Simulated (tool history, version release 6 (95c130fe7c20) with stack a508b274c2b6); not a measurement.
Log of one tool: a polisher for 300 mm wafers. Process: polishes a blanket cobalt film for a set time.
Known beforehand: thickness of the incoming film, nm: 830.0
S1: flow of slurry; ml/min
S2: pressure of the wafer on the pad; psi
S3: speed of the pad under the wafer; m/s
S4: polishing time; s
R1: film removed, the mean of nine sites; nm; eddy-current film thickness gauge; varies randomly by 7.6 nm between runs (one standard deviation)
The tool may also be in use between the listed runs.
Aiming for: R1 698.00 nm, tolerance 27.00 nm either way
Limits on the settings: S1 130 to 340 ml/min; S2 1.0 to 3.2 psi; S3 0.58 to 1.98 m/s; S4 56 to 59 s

Run 1, hour 0.0: S1 220 ml/min, S2 2.1 psi, S3 1.28 m/s, S4 56 s. Result: R1 421.75 nm.
Run 2, hour 8.4: S1 220 ml/min, S2 2.1 psi, S3 1.28 m/s, S4 59 s. Result: R1 447.45 nm.
Run 3, hour 12.7: S1 220 ml/min, S2 2.1 psi, S3 0.98 m/s, S4 59 s. Result: R1 346.47 nm.
Run 4, hour 20.1: S1 220 ml/min, S2 2.4 psi, S3 1.04 m/s, S4 59 s. Result: R1 407.10 nm.
Run 5, hour 27.2: S1 220 ml/min, S2 2.6 psi, S3 1.12 m/s, S4 59 s. Result: R1 445.88 nm.
Run 6, hour 34.2: S1 225 ml/min, S2 2.8 psi, S3 1.22 m/s, S4 59 s. Result: R1 522.61 nm.
Run 7, hour 37.3: S1 225 ml/min, S2 2.9 psi, S3 1.28 m/s, S4 59 s. Result: R1 572.17 nm.
Run 8, hour 45.7: S1 230 ml/min, S2 3.2 psi, S3 1.36 m/s, S4 59 s. Result: R1 660.84 nm.
Run 9, hour 52.1: S1 230 ml/min, S2 3.2 psi, S3 1.38 m/s, S4 59 s. Result: R1 660.76 nm.

Of the 4 settings listed for the next run, only one would bring every result within its allowed miss of target. Which one?
Run A, hour 58.5: S1 225 ml/min, S2 3.1 psi, S3 1.46 m/s, S4 56 s. Result: R1 ?.
Run B, hour 58.5: S1 250 ml/min, S2 3.1 psi, S3 1.38 m/s, S4 56 s. Result: R1 ?.
Run C, hour 58.5: S1 285 ml/min, S2 3.2 psi, S3 1.28 m/s, S4 59 s. Result: R1 ?.
Run D, hour 58.5: S1 200 ml/min, S2 3.2 psi, S3 1.52 m/s, S4 58 s. Result: R1 ?.

move      R1
   A  642.78
   B  616.21
   C  627.30
   D  698.61
A: moves away from the targets compared with the last run
B: moves away from the targets compared with the last run
C: moves away from the targets compared with the last run
D: meets every target
Correct choice: D, which meets every target
